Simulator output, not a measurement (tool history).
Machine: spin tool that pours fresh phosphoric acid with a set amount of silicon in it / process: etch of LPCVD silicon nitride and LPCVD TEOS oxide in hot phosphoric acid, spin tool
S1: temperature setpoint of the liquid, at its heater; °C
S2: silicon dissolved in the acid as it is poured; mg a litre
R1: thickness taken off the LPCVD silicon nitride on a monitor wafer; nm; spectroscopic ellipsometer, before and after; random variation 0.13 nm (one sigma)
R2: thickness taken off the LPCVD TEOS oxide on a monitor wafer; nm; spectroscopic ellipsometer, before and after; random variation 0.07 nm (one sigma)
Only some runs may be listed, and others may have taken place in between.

Run 1, hour 0: S1 163 °C, S2 9.5 mg a litre, time under the liquid (s) 180. Result: R1 14.428 nm, R2 0.35313 nm.
Run 2, hour 1: S1 163 °C, S2 9.5 mg a litre, time under the liquid (s) 115. Result: R1 9.3272 nm, R2 0.25913 nm.
Run 3, hour 6.2: S1 163 °C, S2 9.5 mg a litre, time under the liquid (s) 85. Result: R1 6.861 nm, R2 0.17323 nm.
Run 4, hour 7: S1 163.5 °C, S2 9 mg a litre, time under the liquid (s) 100. Result: R1 8.2171 nm, R2 0.20119 nm.
Run 5, hour 8.7: S1 163.5 °C, S2 8 mg a litre, time under the liquid (s) 115. Result: R1 9.4221 nm, R2 0.26437 nm.
Run 6, hour 10.2: S1 163.5 °C, S2 8 mg a litre, time under the liquid (s) 180. Result: R1 14.804 nm, R2 0.45508 nm.
Run 7, hour 12.4: S1 163.5 °C, S2 8 mg a litre, time under the liquid (s) 180. Result: R1 14.844 nm, R2 0.41651 nm.

Run 8 has not been measured yet. What should we expect?
Run 8, hour 16.1: S1 164 °C, S2 7.5 mg a litre, time under the liquid (s) 185. Result: R1 ?, R2 ?.

Run 8 came out at R1 15.345 nm, R2 0.43043 nm.
